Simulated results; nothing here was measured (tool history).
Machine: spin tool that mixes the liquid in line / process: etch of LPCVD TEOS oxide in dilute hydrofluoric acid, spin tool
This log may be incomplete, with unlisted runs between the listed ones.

run	hour	temperature setpoint of the liquid (C)	parts of water to one part of 49 % hydrofluoric acid (parts by volume)	time under the liquid (s)	thickness taken off the LPCVD TEOS oxide on a monitor wafer (Å)
1	0.0	24.0	230	280	226.98
2	5.3	20.5	230	280	196.57
3	12.2	22.0	230	280	207.46
4	15.8	22.0	230	280	207.87
5	21.4	22.0	230	280	207.37
6	25.1	22.0	285	280	159.37
7	31.5	22.0	285	280	160.20
8	36.2	23.5	280	280	172.16

What will run 9 give?
9	38.1	25.0	275	280	?

thickness taken off the LPCVD TEOS oxide on a monitor wafer (Å): 185.36

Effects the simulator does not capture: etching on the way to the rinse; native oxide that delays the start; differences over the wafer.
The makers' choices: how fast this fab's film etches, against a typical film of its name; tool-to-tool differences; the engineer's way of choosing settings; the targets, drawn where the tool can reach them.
